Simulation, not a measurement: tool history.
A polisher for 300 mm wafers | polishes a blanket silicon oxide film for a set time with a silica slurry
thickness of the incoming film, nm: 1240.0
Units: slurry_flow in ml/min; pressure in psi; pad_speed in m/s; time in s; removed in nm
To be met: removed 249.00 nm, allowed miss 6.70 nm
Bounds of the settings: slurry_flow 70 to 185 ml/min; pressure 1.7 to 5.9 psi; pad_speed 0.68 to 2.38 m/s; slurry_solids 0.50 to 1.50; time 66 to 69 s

run  hour  slurry_flow  pressure  pad_speed  slurry_solids  time  removed
  1   0.0          120       3.8       1.52           1.00    66   280.01
  2   6.8          120       3.8       1.52           1.00    66   278.65
  3   9.0          115       3.8       1.52           1.00    66   274.38
  4  16.9          110       3.8       1.52           1.00    66   274.45
  5  21.4          100       3.7       1.52           1.00    66   262.01
  6  23.6          100       3.2       1.52           1.00    66   225.36
  7  24.7          105       3.2       1.52           1.00    66   230.43
  8  27.9          110       3.2       1.52           1.00    66   231.28

4 next moves are on the table. One of them brings every result within its allowed miss. Which?
  A  31.1          110       3.4       1.28           0.95    66        ?
  B  31.1           95       4.0       1.30           0.90    69        ?
  C  31.1           80       4.0       1.28           0.95    66        ?
  D  31.1          120       3.0       1.46           0.95    66        ?

move  removed
   A   212.71
   B   250.96
   C   232.30
   D   212.94
A: further off than the last run
B: meets every target
C: nearer than the last run, and not there yet
D: further off than the last run
Move B is the one to make.

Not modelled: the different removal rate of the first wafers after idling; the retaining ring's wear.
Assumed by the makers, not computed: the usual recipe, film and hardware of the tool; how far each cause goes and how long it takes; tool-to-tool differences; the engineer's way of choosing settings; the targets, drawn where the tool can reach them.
